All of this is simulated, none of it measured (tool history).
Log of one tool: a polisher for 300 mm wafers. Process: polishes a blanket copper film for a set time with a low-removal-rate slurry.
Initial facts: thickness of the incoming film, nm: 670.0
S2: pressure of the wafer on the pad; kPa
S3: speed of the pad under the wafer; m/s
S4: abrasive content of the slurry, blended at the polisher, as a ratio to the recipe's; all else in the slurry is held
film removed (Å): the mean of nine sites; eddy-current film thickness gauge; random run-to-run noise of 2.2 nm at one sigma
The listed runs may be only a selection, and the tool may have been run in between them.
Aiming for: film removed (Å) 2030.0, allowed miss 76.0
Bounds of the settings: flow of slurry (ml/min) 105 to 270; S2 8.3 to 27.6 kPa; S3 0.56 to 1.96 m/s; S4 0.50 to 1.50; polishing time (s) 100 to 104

run 1 hour=0.0 | flow_of_slurry_(ml/min)=175 S2=17.9 S3=1.26 S4=1.00 polishing_time_(s)=100 | film_removed_(Å)=3761.5
run 2 hour=5.6 | flow_of_slurry_(ml/min)=175 S2=15.2 S3=1.24 S4=1.00 polishing_time_(s)=100 | film_removed_(Å)=3179.4
run 3 hour=7.0 | flow_of_slurry_(ml/min)=175 S2=13.1 S3=1.22 S4=1.00 polishing_time_(s)=100 | film_removed_(Å)=2730.8
run 4 hour=15.1 | flow_of_slurry_(ml/min)=145 S2=13.1 S3=1.22 S4=1.00 polishing_time_(s)=100 | film_removed_(Å)=2609.7
run 5 hour=20.5 | flow_of_slurry_(ml/min)=140 S2=11.7 S3=1.22 S4=1.00 polishing_time_(s)=100 | film_removed_(Å)=2358.1
run 6 hour=27.6 | flow_of_slurry_(ml/min)=140 S2=11.7 S3=1.22 S4=0.80 polishing_time_(s)=100 | film_removed_(Å)=2228.3
run 7 hour=29.4 | flow_of_slurry_(ml/min)=135 S2=9.7 S3=1.22 S4=0.80 polishing_time_(s)=100 | film_removed_(Å)=1820.7
run 8 hour=33.4 | flow_of_slurry_(ml/min)=145 S2=9.7 S3=1.22 S4=0.80 polishing_time_(s)=100 | film_removed_(Å)=1816.8

Pick the move, out of 4, that brings all results within their allowed miss; only one does.
run A hour=37.4 | flow_of_slurry_(ml/min)=120 S2=9.7 S3=0.98 S4=0.90 polishing_time_(s)=100 | film_removed_(Å)=?
run B hour=37.4 | flow_of_slurry_(ml/min)=160 S2=10.3 S3=1.08 S4=0.80 polishing_time_(s)=100 | film_removed_(Å)=?
run C hour=37.4 | flow_of_slurry_(ml/min)=105 S2=9.0 S3=1.20 S4=1.10 polishing_time_(s)=100 | film_removed_(Å)=?
run D hour=37.4 | flow_of_slurry_(ml/min)=180 S2=10.3 S3=1.20 S4=0.75 polishing_time_(s)=100 | film_removed_(Å)=?

move=A film_removed_(Å)=1587.7
move=B film_removed_(Å)=1863.7
move=C film_removed_(Å)=1700.3
move=D film_removed_(Å)=2004.5
A: misses by more than the last run did
B: moves toward the targets from the last run without getting all of them in spec
C: misses by more than the last run did
D: meets every target
Go with D: it meets all targets.
